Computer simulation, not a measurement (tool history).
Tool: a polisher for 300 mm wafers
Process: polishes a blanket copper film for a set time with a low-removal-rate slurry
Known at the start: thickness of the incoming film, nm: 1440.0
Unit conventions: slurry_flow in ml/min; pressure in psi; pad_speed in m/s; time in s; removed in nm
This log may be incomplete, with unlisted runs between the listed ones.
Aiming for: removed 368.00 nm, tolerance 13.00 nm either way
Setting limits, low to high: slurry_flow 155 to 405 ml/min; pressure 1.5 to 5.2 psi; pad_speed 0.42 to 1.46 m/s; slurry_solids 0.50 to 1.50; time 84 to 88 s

run  hour  slurry_flow  pressure  pad_speed  slurry_solids  time  removed
  1   0.0          260       3.3       0.94           1.00    84   283.40
  2   5.6          260       3.3       0.94           1.00    84   284.63
  3   9.9          260       3.5       0.94           1.00    84   301.20
  4  10.8          260       2.7       0.94           1.00    84   238.10
  5  19.8          260       2.7       0.94           0.90    84   227.89
  6  23.8          260       3.0       0.94           0.90    84   251.33
  7  28.1          265       4.0       0.96           0.90    84   335.56
  8  35.3          265       4.1       0.96           0.90    84   344.52
  9  42.7          265       4.2       0.96           0.90    84   345.70

Below are 5 possible settings for the next run. Only one of them brings all results inside the allowed miss of their targets. Which is it?
  A  50.1          290       3.8       0.90           1.15    84        ?
  B  50.1          280       4.4       0.92           0.85    84        ?
  C  50.1          230       4.0       1.00           1.10    86        ?
  D  50.1          265       3.3       1.10           1.15    84        ?
  E  50.1          205       4.1       0.98           0.90    84        ?

move  removed
   A   329.62
   B   347.27
   C   375.93
   D   350.06
   E   339.59
A: the biggest miss grows against the last run
B: gains on the last run, yet a result remains outside its allowed miss
C: in spec on every target
D: gains on the last run, yet a result remains outside its allowed miss
E: the biggest miss grows against the last run
So the answer is move C, the one that meets all the targets.
